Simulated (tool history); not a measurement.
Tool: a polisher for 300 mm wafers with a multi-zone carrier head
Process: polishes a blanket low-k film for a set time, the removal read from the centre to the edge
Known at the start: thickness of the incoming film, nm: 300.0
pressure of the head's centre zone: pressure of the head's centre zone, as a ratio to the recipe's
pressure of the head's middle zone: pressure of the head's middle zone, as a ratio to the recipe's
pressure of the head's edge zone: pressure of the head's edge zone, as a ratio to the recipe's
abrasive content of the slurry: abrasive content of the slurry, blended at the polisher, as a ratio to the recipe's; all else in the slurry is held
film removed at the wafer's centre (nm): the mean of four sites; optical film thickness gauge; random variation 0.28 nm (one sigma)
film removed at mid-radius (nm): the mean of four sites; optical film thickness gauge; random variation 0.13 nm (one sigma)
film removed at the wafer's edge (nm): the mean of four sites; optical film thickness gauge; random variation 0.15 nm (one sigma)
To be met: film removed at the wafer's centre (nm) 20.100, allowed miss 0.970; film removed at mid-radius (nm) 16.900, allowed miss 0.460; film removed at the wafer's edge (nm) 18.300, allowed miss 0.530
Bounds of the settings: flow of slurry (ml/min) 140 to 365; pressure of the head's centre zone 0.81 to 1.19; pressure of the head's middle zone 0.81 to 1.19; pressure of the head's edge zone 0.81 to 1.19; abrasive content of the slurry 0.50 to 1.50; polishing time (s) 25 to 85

| run | hour | flow of slurry (ml/min) | pressure of the head's centre zone | pressure of the head's middle zone | pressure of the head's edge zone | abrasive content of the slurry | polishing time (s) | film removed at the wafer's centre (nm) | film removed at mid-radius (nm) | film removed at the wafer's edge (nm) |
|---|---|---|---|---|---|---|---|---|---|---|
| 1 | 0.0 | 235 | 1.00 | 1.00 | 1.00 | 1.00 | 55 | 21.237 | 19.876 | 19.923 |
| 2 | 2.0 | 215 | 1.00 | 1.00 | 1.00 | 1.00 | 55 | 20.922 | 19.745 | 19.671 |
| 3 | 5.8 | 215 | 1.00 | 1.00 | 1.00 | 1.00 | 62 | 22.958 | 22.134 | 22.540 |
| 4 | 14.7 | 215 | 1.00 | 1.00 | 0.97 | 1.00 | 62 | 23.101 | 22.446 | 22.315 |
| 5 | 21.4 | 215 | 0.94 | 1.00 | 0.97 | 1.00 | 62 | 21.959 | 22.374 | 22.122 |
| 6 | 29.6 | 215 | 0.94 | 1.00 | 0.97 | 1.00 | 53 | 19.091 | 19.002 | 19.061 |
| 7 | 37.3 | 215 | 0.94 | 1.00 | 0.97 | 1.00 | 53 | 19.204 | 19.050 | 18.840 |
| 8 | 46.2 | 215 | 0.95 | 0.99 | 0.97 | 1.00 | 53 | 19.498 | 18.836 | 18.929 |
| 9 | 53.4 | 185 | 1.01 | 0.89 | 0.93 | 0.95 | 53 | 19.206 | 16.345 | 17.797 |
| 10 | 56.8 | 190 | 1.01 | 0.89 | 0.93 | 0.95 | 53 | 18.651 | 16.466 | 17.692 |

Which of these 5 next moves meets every target?
| A | 60.2 | 140 | 0.98 | 0.86 | 0.97 | 1.05 | 56 | ? | ? | ? |
| B | 60.2 | 170 | 0.86 | 0.87 | 0.95 | 0.90 | 59 | ? | ? | ? |
| C | 60.2 | 250 | 1.02 | 0.86 | 1.01 | 1.25 | 44 | ? | ? | ? |
| D | 60.2 | 240 | 0.92 | 0.92 | 0.99 | 0.95 | 51 | ? | ? | ? |
| E | 60.2 | 270 | 1.09 | 0.91 | 1.00 | 0.80 | 57 | ? | ? | ? |

| move | film removed at the wafer's centre (nm) | film removed at mid-radius (nm) | film removed at the wafer's edge (nm) |
|---|---|---|---|
| A | 19.315 | 16.886 | 19.550 |
| B | 17.927 | 17.133 | 19.251 |
| C | 18.819 | 15.831 | 18.230 |
| D | 17.672 | 16.784 | 18.161 |
| E | 20.255 | 16.995 | 18.590 |
A: brings the result that was furthest off to its target, and leaves another outside
B: further off than the last run
C: further off than the last run
D: further off than the last run
E: meets every target
The right move is E.
